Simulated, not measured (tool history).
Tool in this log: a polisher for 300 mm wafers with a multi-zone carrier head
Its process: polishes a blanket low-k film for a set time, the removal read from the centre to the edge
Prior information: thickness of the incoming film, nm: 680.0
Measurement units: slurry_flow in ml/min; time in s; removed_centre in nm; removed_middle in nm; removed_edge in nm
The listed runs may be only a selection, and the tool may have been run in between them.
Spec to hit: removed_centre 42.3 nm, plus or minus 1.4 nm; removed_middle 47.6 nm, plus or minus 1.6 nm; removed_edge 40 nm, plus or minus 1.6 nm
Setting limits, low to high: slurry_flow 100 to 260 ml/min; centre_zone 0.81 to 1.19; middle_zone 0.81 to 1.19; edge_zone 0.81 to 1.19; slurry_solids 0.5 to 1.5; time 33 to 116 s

| run | hour | slurry_flow | centre_zone | middle_zone | edge_zone | slurry_solids | time | removed_centre | removed_middle | removed_edge |
|---|---|---|---|---|---|---|---|---|---|---|
| 1 | 0 | 165 | 1 | 1 | 1 | 1 | 74 | 34.042 | 36.546 | 35.052 |
| 2 | 4.1 | 165 | 0.93 | 1 | 1 | 1 | 74 | 31.596 | 36.061 | 35.018 |
| 3 | 10.7 | 165 | 0.93 | 1 | 1 | 1 | 62 | 26.148 | 30.944 | 29.631 |
| 4 | 16.5 | 165 | 0.93 | 1 | 0.92 | 1 | 62 | 26.647 | 30.32 | 29.204 |
| 5 | 22.1 | 165 | 0.93 | 1 | 0.92 | 1.15 | 62 | 28.103 | 32.401 | 30.286 |
|  | 25 | centre zone pressure recalibrated |
| 6 | 25 | 165 | 0.93 | 1 | 0.92 | 1.35 | 62 | 31.61 | 34.331 | 32.435 |
| 7 | 30.4 | 215 | 1.01 | 1.1 | 1.02 | 1.5 | 68 | 40.67 | 43.991 | 40.013 |
| 8 | 37.8 | 220 | 1.01 | 1.12 | 1.01 | 1.5 | 68 | 41.051 | 45.676 | 39.516 |
| 9 | 39.9 | 225 | 1.01 | 1.13 | 1.01 | 1.5 | 68 | 40.942 | 45.002 | 39.943 |

Which single option among these 5 for the next run brings every result within its allowed miss of target? Just one does.
| A | 42 | 260 | 1.03 | 1.04 | 1 | 1.4 | 69 | ? | ? | ? |
| B | 42 | 185 | 1.08 | 1.19 | 0.84 | 1.5 | 69 | ? | ? | ? |
| C | 42 | 230 | 1.05 | 1.09 | 1.02 | 1.45 | 69 | ? | ? | ? |
| D | 42 | 260 | 1.05 | 1.19 | 1.03 | 1.5 | 67 | ? | ? | ? |
| E | 42 | 200 | 1 | 1.19 | 0.91 | 1.5 | 73 | ? | ? | ? |

| move | removed_centre | removed_middle | removed_edge |
|---|---|---|---|
| A | 42.103 | 42.434 | 38.99 |
| B | 42.788 | 46.535 | 35.483 |
| C | 42.688 | 44.044 | 39.378 |
| D | 42.682 | 47.379 | 39.27 |
| E | 42.753 | 49.868 | 39.29 |
A: lands further from the targets than the last run did
B: puts the biggest miss on target and leaves a different result outside tolerance
C: lands further from the targets than the last run did
D: hits every target within its allowed miss
E: pushes the last run's worst result past its target
The move that meets every target is D.

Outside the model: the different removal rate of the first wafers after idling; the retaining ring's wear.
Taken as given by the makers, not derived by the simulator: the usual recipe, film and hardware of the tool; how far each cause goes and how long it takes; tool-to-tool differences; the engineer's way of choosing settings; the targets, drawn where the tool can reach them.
